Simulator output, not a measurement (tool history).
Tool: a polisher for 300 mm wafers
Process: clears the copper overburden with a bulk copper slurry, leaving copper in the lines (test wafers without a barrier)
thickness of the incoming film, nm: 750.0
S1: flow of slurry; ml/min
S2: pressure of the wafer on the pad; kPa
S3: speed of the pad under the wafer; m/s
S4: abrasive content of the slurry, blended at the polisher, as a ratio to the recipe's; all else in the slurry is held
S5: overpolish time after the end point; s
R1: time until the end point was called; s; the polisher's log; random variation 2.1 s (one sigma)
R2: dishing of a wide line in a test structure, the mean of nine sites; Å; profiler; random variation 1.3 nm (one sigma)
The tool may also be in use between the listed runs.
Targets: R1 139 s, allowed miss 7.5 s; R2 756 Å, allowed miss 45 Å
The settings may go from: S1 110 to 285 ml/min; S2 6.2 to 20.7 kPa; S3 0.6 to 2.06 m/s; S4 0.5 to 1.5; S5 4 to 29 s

run 1 hour=0 | S1=180 S2=13.1 S3=1.32 S4=1 S5=15 | R1=81.889 R2=770.11
run 2 hour=3.7 | S1=180 S2=13.1 S3=1.48 S4=1 S5=15 | R1=74.595 R2=801.99
run 3 hour=7.6 | S1=180 S2=13.1 S3=1.36 S4=1 S5=15 | R1=80.92 R2=809.89
run 4 hour=16 | S1=180 S2=13.1 S3=1.36 S4=1 S5=21 | R1=79.949 R2=966.34
run 5 hour=17.6 | S1=180 S2=11.7 S3=1.34 S4=1 S5=22 | R1=91.481 R2=884.87
run 6 hour=18.8 | S1=180 S2=11 S3=1.32 S4=1 S5=23 | R1=94.565 R2=837.77
run 7 hour=27.6 | S1=180 S2=11 S3=1.24 S4=1 S5=24 | R1=100.82 R2=886.99
run 8 hour=34.3 | S1=180 S2=11 S3=1.24 S4=1 S5=24 | R1=101.67 R2=893.62
run 9 hour=40.6 | S1=180 S2=10.3 S3=1.22 S4=1 S5=25 | R1=110.34 R2=844.47
run 10 hour=43.5 | S1=180 S2=9.7 S3=1.2 S4=1 S5=26 | R1=121.2 R2=815.77
run 11 hour=49.1 | S1=180 S2=9 S3=1.18 S4=1 S5=27 | R1=129.22 R2=765.68
run 12 hour=54.6 | S1=180 S2=9 S3=1.18 S4=1 S5=27 | R1=129.16 R2=789.1

5 next moves are on the table. One of them brings every result within its allowed miss. Which?
run A hour=60.1 | S1=190 S2=7.6 S3=1.44 S4=1.25 S5=22 | R1=? R2=?
run B hour=60.1 | S1=175 S2=9 S3=1.36 S4=0.85 S5=24 | R1=? R2=?
run C hour=60.1 | S1=180 S2=9.7 S3=1.16 S4=1.05 S5=23 | R1=? R2=?
run D hour=60.1 | S1=150 S2=8.3 S3=1.32 S4=1.25 S5=27 | R1=? R2=?
run E hour=60.1 | S1=140 S2=9.7 S3=1 S4=1.05 S5=26 | R1=? R2=?

move=A R1=117.76 R2=675.04
move=B R1=119.58 R2=729.35
move=C R1=117.67 R2=730.31
move=D R1=121.07 R2=756.42
move=E R1=137.92 R2=715.1
A: further off than the last run
B: further off than the last run
C: further off than the last run
D: further off than the last run
E: meets every target
Move E is the one to make.

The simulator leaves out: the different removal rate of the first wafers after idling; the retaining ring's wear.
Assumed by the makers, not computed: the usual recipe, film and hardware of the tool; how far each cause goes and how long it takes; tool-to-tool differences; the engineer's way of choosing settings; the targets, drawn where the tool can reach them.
